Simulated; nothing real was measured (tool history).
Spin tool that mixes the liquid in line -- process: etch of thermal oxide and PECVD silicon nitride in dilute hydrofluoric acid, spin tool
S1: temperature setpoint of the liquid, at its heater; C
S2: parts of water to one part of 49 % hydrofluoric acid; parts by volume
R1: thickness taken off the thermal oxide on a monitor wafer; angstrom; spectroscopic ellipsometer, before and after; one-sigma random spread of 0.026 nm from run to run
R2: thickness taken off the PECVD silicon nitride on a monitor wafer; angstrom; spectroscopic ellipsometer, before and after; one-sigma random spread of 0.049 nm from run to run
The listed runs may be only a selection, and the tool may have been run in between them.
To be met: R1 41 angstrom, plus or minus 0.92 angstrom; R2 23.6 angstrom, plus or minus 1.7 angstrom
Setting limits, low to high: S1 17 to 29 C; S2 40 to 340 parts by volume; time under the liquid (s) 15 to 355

run 1 hour=0 | S1=21 S2=190 time_under_the_liquid_(s)=180 | R1=32.988 R2=17.74
run 2 hour=8.3 | S1=22 S2=185 time_under_the_liquid_(s)=180 | R1=35.673 R2=19.854
run 3 hour=9.5 | S1=23.5 S2=185 time_under_the_liquid_(s)=180 | R1=37.753 R2=20.707
run 4 hour=12.5 | S1=23.5 S2=185 time_under_the_liquid_(s)=215 | R1=45.426 R2=25.397
run 5 hour=19.6 | S1=23.5 S2=235 time_under_the_liquid_(s)=215 | R1=33.322 R2=20.146
run 6 hour=25.3 | S1=21 S2=235 time_under_the_liquid_(s)=215 | R1=30.949 R2=17.336
run 7 hour=28.9 | S1=22 S2=225 time_under_the_liquid_(s)=215 | R1=33.195 R2=19.396
run 8 hour=34.5 | S1=22.5 S2=220 time_under_the_liquid_(s)=215 | R1=35.078 R2=20.078
run 9 hour=35.1 | S1=23 S2=215 time_under_the_liquid_(s)=215 | R1=36.687 R2=20.937

Exactly one of the 5 candidate moves below puts every result within its allowed miss. Which one?
run A hour=35.7 | S1=24.5 S2=165 time_under_the_liquid_(s)=165 | R1=? R2=?
run B hour=35.7 | S1=17 S2=150 time_under_the_liquid_(s)=195 | R1=? R2=?
run C hour=35.7 | S1=23.5 S2=230 time_under_the_liquid_(s)=205 | R1=? R2=?
run D hour=35.7 | S1=23 S2=185 time_under_the_liquid_(s)=215 | R1=? R2=?
run E hour=35.7 | S1=27.5 S2=265 time_under_the_liquid_(s)=250 | R1=? R2=?

move=A R1=40.651 R2=23.233
move=B R1=39.976 R2=18.344
move=C R1=32.549 R2=19.501
move=D R1=43.674 R2=24.56
move=E R1=38.225 R2=26.375
A: every result within its allowed miss
B: closer than the last run, but not yet in spec
C: lands further from the targets than the last run did
D: the result that was furthest off in the last run now lies on the other side of its target
E: closer than the last run, but not yet in spec
The move that meets every target is A.
